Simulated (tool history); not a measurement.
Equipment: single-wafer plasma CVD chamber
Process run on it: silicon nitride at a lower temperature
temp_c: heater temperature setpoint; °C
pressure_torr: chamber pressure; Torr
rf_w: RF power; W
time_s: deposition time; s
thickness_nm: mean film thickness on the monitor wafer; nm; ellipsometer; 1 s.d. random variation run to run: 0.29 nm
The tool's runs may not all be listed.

| run | day | temp_c | pressure_torr | rf_w | time_s | thickness_nm |
|---|---|---|---|---|---|---|
| 1 | 0 | 330 | 1.62 | 365 | 48.2 | 63.919 |
| 2 | 0.054 | 330 | 1.62 | 365 | 49.7 | 65.632 |
| 3 | 0.371 | 330 | 1.54 | 360 | 49.7 | 64.624 |
| 4 | 0.562 | 330 | 1.47 | 355 | 49.7 | 62.913 |
| 5 | 0.783 | 325 | 1.47 | 355 | 49.7 | 62.671 |
| 6 | 1.108 | 325 | 1.33 | 355 | 49.7 | 61.719 |
| 7 | 1.142 | 325 | 1.29 | 350 | 49.7 | 60.468 |

Expected results for the next run?
| 8 | 1.362 | 325 | 1.25 | 345 | 49.7 | ? |

{"run 8": {"thickness_nm": 60.103}}
